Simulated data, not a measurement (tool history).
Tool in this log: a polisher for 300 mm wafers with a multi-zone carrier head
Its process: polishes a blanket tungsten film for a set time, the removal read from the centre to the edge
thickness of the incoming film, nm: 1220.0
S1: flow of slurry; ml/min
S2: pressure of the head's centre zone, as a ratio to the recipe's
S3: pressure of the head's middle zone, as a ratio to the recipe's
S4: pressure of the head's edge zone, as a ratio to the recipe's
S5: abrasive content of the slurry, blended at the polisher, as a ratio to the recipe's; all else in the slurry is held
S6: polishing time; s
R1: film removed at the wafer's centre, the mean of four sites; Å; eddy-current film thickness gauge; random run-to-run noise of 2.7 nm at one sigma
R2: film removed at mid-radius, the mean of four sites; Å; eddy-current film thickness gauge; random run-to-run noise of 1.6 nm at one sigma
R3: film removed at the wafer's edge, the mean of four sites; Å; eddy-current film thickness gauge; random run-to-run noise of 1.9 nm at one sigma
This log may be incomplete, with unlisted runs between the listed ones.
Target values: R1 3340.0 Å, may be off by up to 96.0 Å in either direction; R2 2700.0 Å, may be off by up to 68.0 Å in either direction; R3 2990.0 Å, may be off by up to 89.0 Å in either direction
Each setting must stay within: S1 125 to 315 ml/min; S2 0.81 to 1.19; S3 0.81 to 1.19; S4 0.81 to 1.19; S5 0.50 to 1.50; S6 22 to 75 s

run  hour   S1    S2    S3    S4    S5  S6      R1      R2      R3
  1   0.0  205  1.00  1.00  1.00  1.00  48  3169.9  3071.1  3191.3
  2   8.7  205  1.00  1.00  0.94  1.00  48  3155.1  3053.3  3087.0
  3  17.4  195  1.03  0.96  0.93  1.00  48  3192.5  2936.9  3082.7
  4  24.0  190  1.06  0.93  0.91  1.00  48  3290.0  2865.4  3059.0
  5  27.9  190  1.06  0.93  0.84  1.00  48  3381.2  2863.0  2968.5
  6  28.4  190  1.06  0.98  0.84  1.00  48  3333.8  2986.4  2946.3
  7  36.9  180  1.07  0.95  0.85  1.00  48  3390.1  2894.2  2915.9
  8  42.4  175  1.07  0.92  0.86  1.00  48  3298.8  2795.1  2923.8

Exactly one of the 4 candidate moves below puts every result within its allowed miss. Which one?
  A  47.9  125  1.09  1.01  0.81  1.05  46   ?   ?   ?
  B  47.9  170  1.15  1.03  0.87  1.05  44   ?   ?   ?
  C  47.9  125  1.05  1.02  0.81  1.25  45   ?   ?   ?
  D  47.9  180  1.11  0.91  0.94  0.90  47   ?   ?   ?

move      R1      R2      R3
   A  3127.0  2863.8  2708.0
   B  3262.8  2866.6  2730.7
   C  3054.7  2929.5  2746.3
   D  3277.8  2692.4  2947.0
A: lands further from the targets than the last run did
B: lands further from the targets than the last run did
C: lands further from the targets than the last run did
D: every result lands within tolerance
So the answer is move D, the one that meets all the targets.

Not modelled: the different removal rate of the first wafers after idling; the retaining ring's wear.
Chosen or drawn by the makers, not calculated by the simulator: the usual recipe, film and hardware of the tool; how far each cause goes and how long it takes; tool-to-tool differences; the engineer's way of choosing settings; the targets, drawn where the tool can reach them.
